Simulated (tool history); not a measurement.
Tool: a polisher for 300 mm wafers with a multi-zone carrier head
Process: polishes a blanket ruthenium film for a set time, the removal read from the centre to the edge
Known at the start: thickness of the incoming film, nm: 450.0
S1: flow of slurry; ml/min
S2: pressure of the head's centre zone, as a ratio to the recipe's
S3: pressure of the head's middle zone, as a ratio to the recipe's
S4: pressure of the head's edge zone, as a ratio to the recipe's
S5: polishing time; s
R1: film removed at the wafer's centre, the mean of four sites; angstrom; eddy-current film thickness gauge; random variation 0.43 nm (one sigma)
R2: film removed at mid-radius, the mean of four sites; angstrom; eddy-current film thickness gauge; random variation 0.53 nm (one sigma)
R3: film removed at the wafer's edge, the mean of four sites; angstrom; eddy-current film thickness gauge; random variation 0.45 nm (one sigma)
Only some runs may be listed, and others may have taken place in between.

run 1 hour=0 | S1=280 S2=1 S3=1 S4=1 S5=37 | R1=501.43 R2=553.16 R3=554.23
run 2 hour=0.8 | S1=280 S2=1 S3=1 S4=1.07 S5=37 | R1=503.7 R2=558.83 R3=565.86
run 3 hour=5.7 | S1=310 S2=1.02 S3=1.06 S4=1.05 S5=38 | R1=534.56 R2=609.19 R3=579.44
run 4 hour=13.2 | S1=310 S2=1.02 S3=1.06 S4=0.97 S5=38 | R1=522.06 R2=603.92 R3=556.25
run 5 hour=19 | S1=330 S2=1.04 S3=1.1 S4=1 S5=39 | R1=553.74 R2=642.77 R3=588.89
run 6 hour=21 | S1=330 S2=1.13 S3=1.1 S4=1 S5=39 | R1=606.72 R2=648.39 R3=583.15

Run 7, settings as shown, results not yet in. Your forecast:
run 7 hour=24.5 | S1=340 S2=1.12 S3=1.13 S4=0.99 S5=40 | R1=? R2=? R3=?

Logged for run 7: R1 610.78 angstrom, R2 686.66 angstrom, R3 593.81 angstrom.
